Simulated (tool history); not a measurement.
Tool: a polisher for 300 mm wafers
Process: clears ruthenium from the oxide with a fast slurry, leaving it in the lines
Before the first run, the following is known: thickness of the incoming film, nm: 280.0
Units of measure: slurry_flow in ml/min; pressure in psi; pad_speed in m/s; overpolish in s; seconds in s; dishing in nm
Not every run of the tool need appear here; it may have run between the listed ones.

| run | hour | slurry_flow | pressure | pad_speed | slurry_solids | overpolish | seconds | dishing |
|---|---|---|---|---|---|---|---|---|
| 1 | 0 | 290 | 2.5 | 1.26 | 1 | 19 | 50.946 | 16.627 |
| 2 | 3.2 | 290 | 2.2 | 1.2 | 1 | 16 | 61.25 | 16.049 |
| 3 | 6.4 | 290 | 1.9 | 1.2 | 1 | 16 | 70.998 | 15.713 |
| 4 | 14 | 290 | 1.7 | 1.16 | 1.05 | 14 | 78.482 | 15.323 |
| 5 | 22.3 | 290 | 1.7 | 1.16 | 1.05 | 17 | 79.136 | 16.042 |
| 6 | 28.3 | 290 | 1.7 | 1.16 | 1.05 | 22 | 77.265 | 16.55 |
| 7 | 29.8 | 315 | 1.6 | 1.18 | 0.95 | 18 | 86.801 | 16.138 |
| 8 | 32.4 | 285 | 1.5 | 1.1 | 1.05 | 15 | 93.037 | 15.609 |
| 9 | 37.1 | 260 | 1.4 | 1.1 | 1.1 | 13 | 100.6 | 14.606 |
| 10 | 40.9 | 240 | 1.3 | 1.1 | 1.2 | 11 | 103.92 | 13.118 |
| 11 | 44.1 | 225 | 1.3 | 1.1 | 1.25 | 10 | 101.72 | 12.892 |
| 12 | 52.3 | 175 | 1.1 | 0.96 | 1.5 | 6 | 128.04 | 7.8752 |
| 13 | 60 | 200 | 1.1 | 0.96 | 1.5 | 6 | 126.69 | 7.9258 |
| 14 | 63.3 | 210 | 1.2 | 0.96 | 1.45 | 6 | 117.14 | 8.4861 |

Expected results for the next run?
| 15 | 67.3 | 210 | 1.2 | 0.96 | 1.45 | 6 | ? | ? |

seconds: 117.57 s
dishing: 8.5901 nm
